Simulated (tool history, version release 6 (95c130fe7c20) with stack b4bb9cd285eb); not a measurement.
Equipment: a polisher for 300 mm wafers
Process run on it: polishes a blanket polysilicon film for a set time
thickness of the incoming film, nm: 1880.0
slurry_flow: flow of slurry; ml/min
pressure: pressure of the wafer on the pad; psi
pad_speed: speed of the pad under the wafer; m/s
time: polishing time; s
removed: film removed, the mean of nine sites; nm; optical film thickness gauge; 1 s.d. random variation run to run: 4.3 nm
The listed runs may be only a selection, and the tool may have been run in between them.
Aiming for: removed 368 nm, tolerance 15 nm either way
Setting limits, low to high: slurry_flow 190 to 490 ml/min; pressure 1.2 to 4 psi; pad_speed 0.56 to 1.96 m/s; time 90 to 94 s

run 1 day=0 | slurry_flow=315 pressure=2.6 pad_speed=1.26 time=90 | removed=717.98
run 2 day=0.367 | slurry_flow=315 pressure=2.4 pad_speed=1.22 time=90 | removed=650.86
run 3 day=0.588 | slurry_flow=315 pressure=2.7 pad_speed=1.22 time=90 | removed=746.45
run 4 day=0.808 | slurry_flow=255 pressure=2.7 pad_speed=1.22 time=90 | removed=706.44
run 5 day=1.138 | slurry_flow=255 pressure=3.1 pad_speed=1.22 time=90 | removed=807.33
run 6 day=1.292 | slurry_flow=250 pressure=2.8 pad_speed=1.2 time=90 | removed=737.38
run 7 day=1.412 | slurry_flow=250 pressure=2.5 pad_speed=1.16 time=90 | removed=624.2
run 8 day=1.692 | slurry_flow=250 pressure=2.3 pad_speed=1.16 time=90 | removed=572.02
run 9 day=1.858 | slurry_flow=250 pressure=1.6 pad_speed=1.12 time=90 | removed=392.49
run 10 day=2.188 | slurry_flow=250 pressure=1.6 pad_speed=1.12 time=90 | removed=401.39
run 11 day=2.325 | slurry_flow=250 pressure=1.6 pad_speed=1.12 time=90 | removed=391.83

Below are 5 possible settings for the next run. Only one of them brings all results inside the allowed miss of their targets. Which is it?
run A day=2.462 | slurry_flow=280 pressure=1.5 pad_speed=0.96 time=93 | removed=?
run B day=2.462 | slurry_flow=250 pressure=1.9 pad_speed=0.84 time=94 | removed=?
run C day=2.462 | slurry_flow=330 pressure=1.2 pad_speed=1.26 time=90 | removed=?
run D day=2.462 | slurry_flow=290 pressure=1.2 pad_speed=1.2 time=90 | removed=?
run E day=2.462 | slurry_flow=300 pressure=1.4 pad_speed=1.04 time=93 | removed=?

move=A removed=338.07
move=B removed=371.8
move=C removed=350.32
move=D removed=329.97
move=E removed=344.52
A: moves the result that the last run missed by most past its target, out the other side
B: all results in spec
C: moves the result that the last run missed by most past its target, out the other side
D: moves the result that the last run missed by most past its target, out the other side
E: moves the result that the last run missed by most past its target, out the other side
B is the move that brings every result within its allowed miss.

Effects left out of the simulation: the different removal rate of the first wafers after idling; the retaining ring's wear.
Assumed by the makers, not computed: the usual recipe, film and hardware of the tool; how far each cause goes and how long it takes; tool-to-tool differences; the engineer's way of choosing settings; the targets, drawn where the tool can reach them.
